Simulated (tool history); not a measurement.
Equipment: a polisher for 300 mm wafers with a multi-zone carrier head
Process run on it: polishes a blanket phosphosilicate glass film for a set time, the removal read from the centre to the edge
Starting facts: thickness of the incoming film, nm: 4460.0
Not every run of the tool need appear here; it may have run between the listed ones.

run,hour,flow of slurry (ml/min),pressure of the head's centre zone,pressure of the head's middle zone,pressure of the head's edge zone,abrasive content of the slurry,polishing time (s),film removed at the wafer's centre (nm),film removed at mid-radius (nm),film removed at the wafer's edge (nm)
1,0,260,1,1,1,1,75,911.03,888.86,896.07
2,5.3,255,0.97,0.98,0.98,0.9,72,812.57,807.37,804.9
3,11.4,250,0.94,0.96,0.97,0.85,70,741.37,757.2,781.11
4,19.1,285,0.94,0.96,0.97,0.85,70,745.18,763.26,770.81
5,21.9,285,0.94,0.96,0.97,0.85,58,623.99,626.05,639.84
6,28.4,285,0.93,0.95,0.96,0.8,58,590.51,614.06,621.15
7,30.9,245,0.9,0.85,0.86,0.55,57,483.05,473.53,498.11
8,38.7,250,0.9,0.86,0.87,0.55,57,482.8,476.62,513.97

Run 9, settings as shown, results not yet in. Your forecast:
9,47.5,255,0.9,0.87,0.87,0.55,57,?,?,?

film removed at the wafer's centre (nm): 496.03
film removed at mid-radius (nm): 481.47
film removed at the wafer's edge (nm): 513.72

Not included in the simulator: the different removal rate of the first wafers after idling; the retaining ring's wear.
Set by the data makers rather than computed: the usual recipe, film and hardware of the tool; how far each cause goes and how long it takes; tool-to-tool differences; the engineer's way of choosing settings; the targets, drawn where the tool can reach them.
